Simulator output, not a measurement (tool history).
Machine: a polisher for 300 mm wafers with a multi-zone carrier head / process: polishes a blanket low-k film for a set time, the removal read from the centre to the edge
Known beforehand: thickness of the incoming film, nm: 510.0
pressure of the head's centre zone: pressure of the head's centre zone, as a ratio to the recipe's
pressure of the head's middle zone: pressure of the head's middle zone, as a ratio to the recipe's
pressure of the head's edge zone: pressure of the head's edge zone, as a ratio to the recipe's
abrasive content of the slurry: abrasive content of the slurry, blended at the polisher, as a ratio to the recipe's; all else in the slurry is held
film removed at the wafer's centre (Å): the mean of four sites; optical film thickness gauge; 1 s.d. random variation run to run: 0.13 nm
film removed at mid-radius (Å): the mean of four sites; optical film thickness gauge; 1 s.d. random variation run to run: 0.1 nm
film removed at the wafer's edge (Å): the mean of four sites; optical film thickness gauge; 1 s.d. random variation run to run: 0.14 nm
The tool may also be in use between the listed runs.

run  hour  flow of slurry (ml/min)  pressure of the head's centre zone  pressure of the head's middle zone  pressure of the head's edge zone  abrasive content of the slurry  polishing time (s)  film removed at the wafer's centre (Å)  film removed at mid-radius (Å)  film removed at the wafer's edge (Å)
  1     0                      285                                   1                                   1                                 1                               1                  40                                  166.89                          165.13                                162.18
  2   2.3                      275                                0.99                                0.94                                 1                            0.85                  38                                  143.23                          135.38                                142.13
  3   7.1                      275                                0.91                                0.94                                 1                            0.85                  38                                  130.79                           134.3                                144.42
  4  13.9                      270                                0.92                                 0.9                              0.98                            0.75                  38                                  119.77                          119.75                                131.66
  5  21.2                      270                                0.92                                 0.9                              1.01                            0.75                  38                                  123.87                           118.2                                130.16
  6  24.3                      270                                0.92                                 0.9                              1.01                            0.75                  29                                  92.357                           92.89                                100.41

Run 7 has not been measured yet. What should we expect?
  7  31.1                      275                                0.93                                0.88                              1.05                             0.8                  29                                       ?                               ?                                     ?

film removed at the wafer's centre (Å): 96.102
film removed at mid-radius (Å): 93.947
film removed at the wafer's edge (Å): 108.15
